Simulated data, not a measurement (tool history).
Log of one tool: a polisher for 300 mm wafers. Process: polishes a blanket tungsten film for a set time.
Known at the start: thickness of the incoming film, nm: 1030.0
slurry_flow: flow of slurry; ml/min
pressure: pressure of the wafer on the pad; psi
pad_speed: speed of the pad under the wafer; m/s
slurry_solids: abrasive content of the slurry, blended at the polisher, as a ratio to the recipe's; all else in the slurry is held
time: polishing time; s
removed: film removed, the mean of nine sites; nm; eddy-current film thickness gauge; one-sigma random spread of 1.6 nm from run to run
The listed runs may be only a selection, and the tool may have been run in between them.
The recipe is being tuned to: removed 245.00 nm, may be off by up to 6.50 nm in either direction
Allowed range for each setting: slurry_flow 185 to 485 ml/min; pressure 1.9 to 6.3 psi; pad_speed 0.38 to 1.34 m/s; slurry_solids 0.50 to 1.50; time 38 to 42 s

{"run": 1, "hour": 0.0, "slurry_flow": 310, "pressure": 4.1, "pad_speed": 0.86, "slurry_solids": 1.0, "time": 42, "removed": 189.44}
{"run": 2, "hour": 8.3, "slurry_flow": 310, "pressure": 4.1, "pad_speed": 0.78, "slurry_solids": 1.0, "time": 42, "removed": 174.3}
{"run": 3, "hour": 12.5, "slurry_flow": 280, "pressure": 4.1, "pad_speed": 0.78, "slurry_solids": 1.0, "time": 42, "removed": 172.53}
{"run": 4, "hour": 17.9, "slurry_flow": 280, "pressure": 4.1, "pad_speed": 0.78, "slurry_solids": 1.0, "time": 38, "removed": 156.81}
{"run": 5, "hour": 20.8, "slurry_flow": 290, "pressure": 4.3, "pad_speed": 0.78, "slurry_solids": 1.0, "time": 38, "removed": 160.75}
{"run": 6, "hour": 25.7, "slurry_flow": 290, "pressure": 4.3, "pad_speed": 0.78, "slurry_solids": 0.85, "time": 38, "removed": 157.1}
{"run": 7, "hour": 27.0, "slurry_flow": 295, "pressure": 4.5, "pad_speed": 0.78, "slurry_solids": 0.85, "time": 38, "removed": 164.16}
{"run": 8, "hour": 34.9, "slurry_flow": 300, "pressure": 5.6, "pad_speed": 0.8, "slurry_solids": 0.85, "time": 38, "removed": 197.8}

Of the 4 settings listed for the next run, only one would bring every result within its allowed miss of target. Which one?
{"run": "A", "hour": 42.8, "slurry_flow": 285, "pressure": 5.6, "pad_speed": 0.84, "slurry_solids": 0.95, "time": 41, "removed": "?"}
{"run": "B", "hour": 42.8, "slurry_flow": 280, "pressure": 6.3, "pad_speed": 0.78, "slurry_solids": 1.0, "time": 41, "removed": "?"}
{"run": "C", "hour": 42.8, "slurry_flow": 265, "pressure": 6.3, "pad_speed": 0.82, "slurry_solids": 0.6, "time": 42, "removed": "?"}
{"run": "D", "hour": 42.8, "slurry_flow": 245, "pressure": 6.0, "pad_speed": 0.98, "slurry_solids": 0.6, "time": 40, "removed": "?"}

move=A removed=225.58
move=B removed=232.12
move=C removed=226.52
move=D removed=245.16
A: gains on the last run, yet a result remains outside its allowed miss
B: gains on the last run, yet a result remains outside its allowed miss
C: gains on the last run, yet a result remains outside its allowed miss
D: meets every target
Answer: D
